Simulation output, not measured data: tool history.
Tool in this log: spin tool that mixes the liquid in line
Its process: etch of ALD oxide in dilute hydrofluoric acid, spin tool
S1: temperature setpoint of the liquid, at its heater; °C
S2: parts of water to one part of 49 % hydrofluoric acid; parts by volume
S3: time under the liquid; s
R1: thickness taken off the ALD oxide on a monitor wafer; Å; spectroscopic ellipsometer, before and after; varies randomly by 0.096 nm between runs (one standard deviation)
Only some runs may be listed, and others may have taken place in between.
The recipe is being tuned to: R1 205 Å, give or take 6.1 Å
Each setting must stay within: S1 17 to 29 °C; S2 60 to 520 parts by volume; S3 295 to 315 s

| run | hour | S1 | S2 | S3 | R1 |
|---|---|---|---|---|---|
| 1 | 0 | 21 | 290 | 295 | 67.119 |
| 2 | 3.1 | 22.5 | 250 | 295 | 85.832 |
| 3 | 6.2 | 24 | 220 | 295 | 106.02 |
| 4 | 7.7 | 21.5 | 220 | 295 | 95.377 |
| 5 | 15.2 | 23 | 195 | 295 | 118.58 |
| 6 | 18.6 | 21.5 | 195 | 295 | 110.39 |
| 7 | 20.3 | 23 | 180 | 295 | 130.17 |
| 8 | 25.6 | 24 | 170 | 295 | 143.51 |
| 9 | 33.6 | 24 | 170 | 295 | 143.06 |
| 10 | 42.4 | 25 | 165 | 295 | 155.24 |
| 11 | 45.2 | 26 | 160 | 295 | 166.46 |
| 12 | 47.1 | 26.5 | 155 | 295 | 176.03 |
| 13 | 50.7 | 27 | 155 | 295 | 181.19 |
| 14 | 53.5 | 27.5 | 155 | 295 | 182.17 |
| 15 | 61.3 | 27.5 | 155 | 295 | 182.96 |
| 16 | 67.3 | 28 | 155 | 295 | 187.21 |
| 17 | 73.5 | 28.5 | 150 | 295 | 196.19 |

Pick the move, out of 5, that brings all results within their allowed miss; only one does.
| A | 79.7 | 28 | 155 | 295 | ? |
| B | 79.7 | 29 | 170 | 315 | ? |
| C | 79.7 | 28 | 160 | 305 | ? |
| D | 79.7 | 24.5 | 130 | 305 | ? |
| E | 79.7 | 28 | 155 | 300 | ? |

| move | R1 |
|---|---|
| A | 187.48 |
| B | 185.75 |
| C | 186.62 |
| D | 208.89 |
| E | 190.66 |
A: the biggest miss grows against the last run
B: the biggest miss grows against the last run
C: the biggest miss grows against the last run
D: hits every target within its allowed miss
E: the biggest miss grows against the last run
The move that meets every target is D.

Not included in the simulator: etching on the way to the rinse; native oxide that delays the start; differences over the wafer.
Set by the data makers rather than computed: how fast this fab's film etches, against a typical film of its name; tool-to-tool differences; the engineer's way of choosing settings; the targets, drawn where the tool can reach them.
